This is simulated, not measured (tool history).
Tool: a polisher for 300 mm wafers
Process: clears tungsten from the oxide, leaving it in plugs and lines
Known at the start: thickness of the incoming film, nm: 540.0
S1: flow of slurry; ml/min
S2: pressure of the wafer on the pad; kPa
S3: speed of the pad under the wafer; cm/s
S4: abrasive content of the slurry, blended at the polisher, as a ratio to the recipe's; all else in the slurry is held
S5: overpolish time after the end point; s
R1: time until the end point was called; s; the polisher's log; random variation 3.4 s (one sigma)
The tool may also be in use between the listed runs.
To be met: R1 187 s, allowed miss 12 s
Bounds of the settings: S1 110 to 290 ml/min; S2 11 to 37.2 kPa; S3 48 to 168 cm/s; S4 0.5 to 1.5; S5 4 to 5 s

run 1 hour=0 | S1=185 S2=24.1 S3=108 S4=1 S5=5 | R1=111.81
run 2 hour=5.5 | S1=185 S2=21.4 S3=106 S4=1 S5=5 | R1=130.26
run 3 hour=9.7 | S1=185 S2=19.3 S3=104 S4=1 S5=5 | R1=144.44
run 4 hour=16 | S1=165 S2=19.3 S3=104 S4=1 S5=5 | R1=144.82
run 5 hour=20.8 | S1=165 S2=19.3 S3=104 S4=1.2 S5=5 | R1=140.71
run 6 hour=27.4 | S1=165 S2=17.9 S3=102 S4=1.2 S5=5 | R1=156.74
run 7 hour=28.6 | S1=165 S2=17.2 S3=102 S4=1.2 S5=5 | R1=161.6
run 8 hour=36.3 | S1=165 S2=16.5 S3=102 S4=1.2 S5=5 | R1=171.3

4 next moves are on the table. One of them brings every result within its allowed miss. Which?
run A hour=44 | S1=135 S2=13.1 S3=98 S4=1.4 S5=4 | R1=?
run B hour=44 | S1=140 S2=14.5 S3=98 S4=1.1 S5=5 | R1=?
run C hour=44 | S1=150 S2=14.5 S3=86 S4=1.2 S5=4 | R1=?
run D hour=44 | S1=185 S2=16.5 S3=88 S4=1.2 S5=5 | R1=?

move=A R1=223.6
move=B R1=212.92
move=C R1=233.57
move=D R1=193.85
A: takes the result that was furthest off past its target
B: takes the result that was furthest off past its target
C: takes the result that was furthest off past its target
D: meets every target
The right move is D.
